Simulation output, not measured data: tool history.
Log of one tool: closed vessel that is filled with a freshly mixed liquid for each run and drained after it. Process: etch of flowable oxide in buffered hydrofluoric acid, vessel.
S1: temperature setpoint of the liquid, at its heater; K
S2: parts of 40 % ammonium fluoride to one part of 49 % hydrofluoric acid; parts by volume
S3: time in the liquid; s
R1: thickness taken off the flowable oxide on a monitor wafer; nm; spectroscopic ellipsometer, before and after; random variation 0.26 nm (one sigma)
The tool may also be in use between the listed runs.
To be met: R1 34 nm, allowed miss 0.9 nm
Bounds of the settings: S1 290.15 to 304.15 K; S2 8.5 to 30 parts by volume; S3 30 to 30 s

{"run": 1, "hour": 0.0, "S1": 296.15, "S2": 23.5, "S3": 30, "R1": 27.204}
{"run": 2, "hour": 7.1, "S1": 296.15, "S2": 23.5, "S3": 30, "R1": 27.028}
{"run": 3, "hour": 11.3, "S1": 299.15, "S2": 23.5, "S3": 30, "R1": 32.003}
{"run": 4, "hour": 12.9, "S1": 299.15, "S2": 20, "S3": 30, "R1": 36.366}
{"run": 5, "hour": 15.3, "S1": 299.15, "S2": 14, "S3": 30, "R1": 50.578}
{"run": 6, "hour": 24.0, "S1": 298.15, "S2": 14, "S3": 30, "R1": 48.235}
{"run": 7, "hour": 24.9, "S1": 297.15, "S2": 14, "S3": 30, "R1": 45.096}
{"run": 8, "hour": 26.8, "S1": 293.15, "S2": 14.5, "S3": 30, "R1": 35.311}

Which of these 4 next moves meets every target?
{"run": "A", "hour": 28.7, "S1": 294.65, "S2": 15, "S3": 30, "R1": "?"}
{"run": "B", "hour": 28.7, "S1": 292.65, "S2": 15.5, "S3": 30, "R1": "?"}
{"run": "C", "hour": 28.7, "S1": 295.65, "S2": 17.5, "S3": 30, "R1": "?"}
{"run": "D", "hour": 28.7, "S1": 293.65, "S2": 14, "S3": 30, "R1": "?"}

move=A R1=37.094
move=B R1=32.118
move=C R1=33.684
move=D R1=37.546
A: further off than the last run
B: takes the result that was furthest off past its target
C: meets every target
D: further off than the last run
The right move is C.

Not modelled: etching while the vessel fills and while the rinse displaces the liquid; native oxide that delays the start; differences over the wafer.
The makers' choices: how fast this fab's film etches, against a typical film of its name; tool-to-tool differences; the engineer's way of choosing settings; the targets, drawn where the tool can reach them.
